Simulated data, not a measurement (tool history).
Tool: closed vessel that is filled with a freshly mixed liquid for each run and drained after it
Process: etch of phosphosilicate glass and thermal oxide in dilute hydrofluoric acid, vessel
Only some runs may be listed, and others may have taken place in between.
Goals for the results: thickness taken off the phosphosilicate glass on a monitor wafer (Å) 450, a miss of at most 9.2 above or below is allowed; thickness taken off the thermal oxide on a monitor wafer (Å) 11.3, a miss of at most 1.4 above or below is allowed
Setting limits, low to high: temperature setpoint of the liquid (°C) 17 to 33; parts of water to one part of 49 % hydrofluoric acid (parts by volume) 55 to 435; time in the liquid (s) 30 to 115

run  hour  temperature setpoint of the liquid (°C)  parts of water to one part of 49 % hydrofluoric acid (parts by volume)  time in the liquid (s)  thickness taken off the phosphosilicate glass on a monitor wafer (Å)  thickness taken off the thermal oxide on a monitor wafer (Å)
  1     0                                       25                                                                     245                      60                                                                 406.4                                                        9.3098
  2   5.5                                       25                                                                     245                      45                                                                306.74                                                        7.6285
  3   6.2                                     26.5                                                                     240                      45                                                                330.72                                                        8.6077
  4  10.5                                       27                                                                     230                      45                                                                352.04                                                        9.5975
  5  11.8                                       27                                                                     230                      30                                                                236.71                                                         5.833
  6  12.5                                       27                                                                     160                      30                                                                369.42                                                        9.3705
  7  17.2                                     27.5                                                                     155                      30                                                                390.36                                                         9.974
  8  20.3                                       28                                                                     150                      30                                                                412.96                                                        10.936
  9  24.1                                       28                                                                     145                      30                                                                428.49                                                        10.964

Next run, 5 choices. One meets every target within its allowed miss, the rest don't. Which?
  A  27.9                                     29.5                                                                     225                      45                                                                     ?                                                             ?
  B  27.9                                     29.5                                                                     160                      30                                                                     ?                                                             ?
  C  27.9                                       28                                                                     165                      35                                                                     ?                                                             ?
  D  27.9                                       27                                                                     135                      30                                                                     ?                                                             ?
  E  27.9                                     31.5                                                                     220                      40                                                                     ?                                                             ?

move  thickness taken off the phosphosilicate glass on a monitor wafer (Å)  thickness taken off the thermal oxide on a monitor wafer (Å)
   A                                                                394.34                                                        10.235
   B                                                                400.37                                                        10.391
   C                                                                426.42                                                        11.067
   D                                                                446.85                                                        11.597
   E                                                                385.88                                                        10.015
A: the biggest miss grows against the last run
B: the biggest miss grows against the last run
C: the biggest miss grows against the last run
D: in spec on every target
E: the biggest miss grows against the last run
Answer: D

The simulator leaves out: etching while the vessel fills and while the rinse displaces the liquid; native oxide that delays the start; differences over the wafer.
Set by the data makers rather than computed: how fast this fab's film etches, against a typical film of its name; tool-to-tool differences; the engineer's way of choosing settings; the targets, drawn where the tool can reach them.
